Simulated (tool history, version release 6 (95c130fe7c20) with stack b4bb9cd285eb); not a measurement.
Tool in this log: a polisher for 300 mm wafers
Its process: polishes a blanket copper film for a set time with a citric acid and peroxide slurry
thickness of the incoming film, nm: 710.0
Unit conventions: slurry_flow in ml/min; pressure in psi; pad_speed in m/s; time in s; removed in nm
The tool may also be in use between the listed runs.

run	day	slurry_flow	pressure	pad_speed	slurry_solids	time	removed
1	0.000	155	3.2	1.24	1.00	60	152.91
2	0.246	155	3.2	1.24	0.85	60	148.51
3	0.312	160	3.7	1.28	0.85	60	178.09
4	0.462	165	4.1	1.32	0.85	60	202.91
5	0.679	165	3.6	1.32	0.85	60	174.42
6	0.883	165	3.6	1.60	0.85	60	207.19
7	1.021	165	3.9	1.62	0.85	60	229.23
8	1.104	165	4.1	1.62	0.85	60	246.14

The next listed run, before its measurement:
9	1.162	175	4.6	1.64	0.85	60	?

Logged for run 9: removed 277.84 nm.
